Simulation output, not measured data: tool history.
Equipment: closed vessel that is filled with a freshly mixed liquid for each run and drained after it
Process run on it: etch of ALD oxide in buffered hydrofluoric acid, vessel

run  hour  temperature setpoint of the liquid (°C)  parts of 40 % ammonium fluoride to one part of 49 % hydrofluoric acid (parts by volume)  time in the liquid (s)  thickness taken off the ALD oxide on a monitor wafer (nm)
  1     0                                       23                                                                                       16                      90                                                     79.363
  2   5.4                                       22                                                                                       17                      90                                                     70.154
  3  11.1                                       21                                                                                     17.5                      90                                                     64.941
  4    14                                     20.5                                                                                       18                      90                                                     61.088
  5    15                                       20                                                                                     18.5                      90                                                     58.127
  6  18.9                                       20                                                                                     18.5                      90                                                     58.123

Run 7, settings as shown, results not yet in. Your forecast:
  7  27.4                                     19.5                                                                                       19                      90                                                          ?

{"run 7": {"thickness taken off the ALD oxide on a monitor wafer (nm)": 54.752}}
